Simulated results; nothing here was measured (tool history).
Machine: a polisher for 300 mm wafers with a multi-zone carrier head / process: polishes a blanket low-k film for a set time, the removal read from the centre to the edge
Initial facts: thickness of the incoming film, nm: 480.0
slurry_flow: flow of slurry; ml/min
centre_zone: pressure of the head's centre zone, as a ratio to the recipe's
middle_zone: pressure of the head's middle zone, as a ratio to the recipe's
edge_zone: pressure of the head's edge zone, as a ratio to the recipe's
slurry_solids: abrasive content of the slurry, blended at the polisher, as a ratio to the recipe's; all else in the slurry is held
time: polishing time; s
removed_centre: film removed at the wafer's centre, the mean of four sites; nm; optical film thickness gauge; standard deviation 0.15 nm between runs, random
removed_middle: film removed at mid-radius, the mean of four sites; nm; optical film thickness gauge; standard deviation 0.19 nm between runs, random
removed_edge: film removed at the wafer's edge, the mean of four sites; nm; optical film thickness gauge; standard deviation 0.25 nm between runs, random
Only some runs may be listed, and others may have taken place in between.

Run 1, hour 0: slurry_flow 235 ml/min, centre_zone 1, middle_zone 1, edge_zone 1, slurry_solids 1, time 87 s. Result: removed_centre 26.58 nm, removed_middle 28.523 nm, removed_edge 27.75 nm.
Run 2, hour 5.7: slurry_flow 230 ml/min, centre_zone 0.97, middle_zone 0.97, edge_zone 0.99, slurry_solids 0.9, time 84 s. Result: removed_centre 23.828 nm, removed_middle 25.772 nm, removed_edge 25.429 nm.
Run 3, hour 6.8: slurry_flow 225 ml/min, centre_zone 0.94, middle_zone 0.94, edge_zone 0.99, slurry_solids 0.8, time 81 s. Result: removed_centre 21.56 nm, removed_middle 23.364 nm, removed_edge 24.116 nm.
Run 4, hour 7.4: slurry_flow 220 ml/min, centre_zone 0.92, middle_zone 0.93, edge_zone 0.98, slurry_solids 0.75, time 78 s. Result: removed_centre 19.705 nm, removed_middle 22.301 nm, removed_edge 22.027 nm.
Run 5, hour 10.8: slurry_flow 220 ml/min, centre_zone 0.92, middle_zone 0.93, edge_zone 1.05, slurry_solids 0.75, time 78 s. Result: removed_centre 19.595 nm, removed_middle 21.904 nm, removed_edge 23.076 nm.
At hour 14.4: centre zone pressure recalibrated.
Run 6, hour 14.4: slurry_flow 220 ml/min, centre_zone 0.92, middle_zone 0.93, edge_zone 1.05, slurry_solids 0.75, time 97 s. Result: removed_centre 25.501 nm, removed_middle 27.132 nm, removed_edge 28.46 nm.
Run 7, hour 19.9: slurry_flow 215 ml/min, centre_zone 0.91, middle_zone 0.91, edge_zone 1.04, slurry_solids 0.7, time 91 s. Result: removed_centre 23.102 nm, removed_middle 24.078 nm, removed_edge 26.504 nm.

Run 8 is up next; what results do you expect?
Run 8, hour 25: slurry_flow 215 ml/min, centre_zone 0.9, middle_zone 0.9, edge_zone 1.02, slurry_solids 0.65, time 86 s. Result: removed_centre ?, removed_middle ?, removed_edge ?.

removed_centre: 20.872 nm
removed_middle: 22.147 nm
removed_edge: 23.73 nm

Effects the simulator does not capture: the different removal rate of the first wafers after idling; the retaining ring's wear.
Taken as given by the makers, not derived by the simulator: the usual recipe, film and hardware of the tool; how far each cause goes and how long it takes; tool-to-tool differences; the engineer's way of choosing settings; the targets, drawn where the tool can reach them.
